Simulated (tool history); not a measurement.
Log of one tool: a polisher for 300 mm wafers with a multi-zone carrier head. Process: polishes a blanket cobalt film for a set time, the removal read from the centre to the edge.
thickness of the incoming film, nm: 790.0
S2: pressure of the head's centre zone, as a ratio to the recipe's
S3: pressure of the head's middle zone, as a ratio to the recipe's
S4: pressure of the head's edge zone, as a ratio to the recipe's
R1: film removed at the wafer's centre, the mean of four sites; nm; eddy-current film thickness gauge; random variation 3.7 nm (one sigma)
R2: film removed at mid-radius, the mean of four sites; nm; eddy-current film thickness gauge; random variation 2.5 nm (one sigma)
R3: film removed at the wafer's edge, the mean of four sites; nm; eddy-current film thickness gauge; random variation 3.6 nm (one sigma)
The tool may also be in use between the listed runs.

{"run": 1, "hour": 0.0, "flow of slurry (ml/min)": 300, "S2": 1, "S3": 1, "S4": 1, "polishing time (s)": 35, "R1": 239.58, "R2": 236.45, "R3": 240.63}
{"run": 2, "hour": 7.8, "flow of slurry (ml/min)": 300, "S2": 0.96, "S3": 1, "S4": 1, "polishing time (s)": 35, "R1": 224.37, "R2": 241.04, "R3": 244.98}
{"run": 3, "hour": 13.1, "flow of slurry (ml/min)": 300, "S2": 0.96, "S3": 1, "S4": 1, "polishing time (s)": 43, "R1": 274.46, "R2": 294.11, "R3": 308.29}
{"run": 4, "hour": 18.5, "flow of slurry (ml/min)": 300, "S2": 1.04, "S3": 1, "S4": 1, "polishing time (s)": 43, "R1": 300.53, "R2": 293.14, "R3": 298}
{"run": 5, "hour": 24.7, "flow of slurry (ml/min)": 345, "S2": 1.04, "S3": 1, "S4": 1, "polishing time (s)": 43, "R1": 303.26, "R2": 298.59, "R3": 298.29}
{"run": 6, "hour": 31.2, "flow of slurry (ml/min)": 340, "S2": 1.05, "S3": 1.03, "S4": 1.03, "polishing time (s)": 44, "R1": 315.31, "R2": 313.29, "R3": 317.87}

Forecast run 7:
{"run": 7, "hour": 34.3, "flow of slurry (ml/min)": 350, "S2": 1.07, "S3": 1.07, "S4": 1.05, "polishing time (s)": 44, "R1": "?", "R2": "?", "R3": "?"}

R1: 324.65 nm
R2: 328.46 nm
R3: 317.11 nm
